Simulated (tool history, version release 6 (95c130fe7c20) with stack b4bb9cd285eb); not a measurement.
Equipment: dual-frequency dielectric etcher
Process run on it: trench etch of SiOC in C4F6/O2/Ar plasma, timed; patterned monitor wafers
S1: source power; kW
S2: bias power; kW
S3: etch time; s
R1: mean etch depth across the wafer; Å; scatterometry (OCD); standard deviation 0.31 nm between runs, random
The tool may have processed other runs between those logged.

{"run": 1, "hour": 0.0, "S1": 0.4, "S2": 0.253, "S3": 23.5, "R1": 577.27}
{"run": 2, "hour": 1.9, "S1": 0.4, "S2": 0.253, "S3": 24.5, "R1": 604.31}
{"run": 3, "hour": 8.4, "S1": 0.4, "S2": 0.253, "S3": 24.5, "R1": 601.79}
{"run": 4, "hour": 13.4, "S1": 0.41, "S2": 0.254, "S3": 24.5, "R1": 611.69}
{"run": 5, "hour": 20.8, "S1": 0.42, "S2": 0.255, "S3": 24.5, "R1": 617.7}
{"run": 6, "hour": 21.5, "S1": 0.42, "S2": 0.255, "S3": 23.5, "R1": 594.38}
{"run": 7, "hour": 28.1, "S1": 0.43, "S2": 0.256, "S3": 23.5, "R1": 599.28}
{"run": 8, "hour": 32.5, "S1": 0.44, "S2": 0.257, "S3": 23.5, "R1": 600.98}

Estimate the outcome of run 9 from the log above:
{"run": 9, "hour": 40.2, "S1": 0.45, "S2": 0.258, "S3": 23.5, "R1": "?"}

{"run 9": {"R1": 608.19}}
